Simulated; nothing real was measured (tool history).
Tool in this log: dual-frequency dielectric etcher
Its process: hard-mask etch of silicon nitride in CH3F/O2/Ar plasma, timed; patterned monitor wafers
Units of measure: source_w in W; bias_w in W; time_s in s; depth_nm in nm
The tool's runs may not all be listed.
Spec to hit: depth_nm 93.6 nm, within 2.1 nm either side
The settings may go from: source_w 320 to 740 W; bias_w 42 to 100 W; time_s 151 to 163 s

{"run": 1, "hour": 0.0, "source_w": 530, "bias_w": 71, "time_s": 163, "depth_nm": 121.87}
{"run": 2, "hour": 8.2, "source_w": 530, "bias_w": 58, "time_s": 163, "depth_nm": 116.41}
{"run": 3, "hour": 14.9, "source_w": 530, "bias_w": 70, "time_s": 163, "depth_nm": 120.94}
{"run": 4, "hour": 20.1, "source_w": 500, "bias_w": 66, "time_s": 160.5, "depth_nm": 113.53}
{"run": 5, "hour": 27.2, "source_w": 570, "bias_w": 66, "time_s": 160.5, "depth_nm": 122.86}
{"run": 6, "hour": 33.5, "source_w": 570, "bias_w": 61, "time_s": 160.5, "depth_nm": 119.37}
{"run": 7, "hour": 39.5, "source_w": 530, "bias_w": 59, "time_s": 160, "depth_nm": 115.11}
{"run": 8, "hour": 46.5, "source_w": 430, "bias_w": 45, "time_s": 153, "depth_nm": 89.639}
{"run": 9, "hour": 51.1, "source_w": 440, "bias_w": 45, "time_s": 153, "depth_nm": 91.658}
{"run": 10, "hour": 57.4, "source_w": 440, "bias_w": 45, "time_s": 153, "depth_nm": 91.81}

Pick the move, out of 5, that brings all results within their allowed miss; only one does.
{"run": "A", "hour": 63.7, "source_w": 410, "bias_w": 50, "time_s": 151, "depth_nm": "?"}
{"run": "B", "hour": 63.7, "source_w": 340, "bias_w": 59, "time_s": 163, "depth_nm": "?"}
{"run": "C", "hour": 63.7, "source_w": 410, "bias_w": 48, "time_s": 155, "depth_nm": "?"}
{"run": "D", "hour": 63.7, "source_w": 470, "bias_w": 45, "time_s": 157.5, "depth_nm": "?"}
{"run": "E", "hour": 63.7, "source_w": 470, "bias_w": 42, "time_s": 152, "depth_nm": "?"}

move=A depth_nm=88.809
move=B depth_nm=88.585
move=C depth_nm=90.215
move=D depth_nm=97.993
move=E depth_nm=93.03
A: the biggest miss grows against the last run
B: the biggest miss grows against the last run
C: the biggest miss grows against the last run
D: takes the biggest miss from the last run beyond its target
E: each result inside its tolerance
Go with E: it meets all targets.
